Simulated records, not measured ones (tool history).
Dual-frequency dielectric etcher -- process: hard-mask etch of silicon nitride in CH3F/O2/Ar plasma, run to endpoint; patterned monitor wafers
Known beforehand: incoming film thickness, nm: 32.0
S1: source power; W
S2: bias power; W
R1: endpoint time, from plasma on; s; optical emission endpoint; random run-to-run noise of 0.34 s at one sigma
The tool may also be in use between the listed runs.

| run | hour | S1 | S2 | R1 |
|---|---|---|---|---|
| 1 | 0.0 | 430 | 52 | 51.056 |
| 2 | 3.1 | 400 | 52 | 53.326 |
| 3 | 11.0 | 400 | 60 | 49.981 |
| 4 | 19.5 | 400 | 51 | 53.403 |
| 5 | 24.7 | 370 | 50 | 56.199 |
|  | 30.5 | wet clean of the chamber |
| 6 | 30.5 | 350 | 50 | 59.669 |
| 7 | 37.3 | 340 | 50 | 60.579 |

Estimate the outcome of run 8 from the log above:
| 8 | 39.4 | 300 | 49 | ? |

R1: 64.587 s
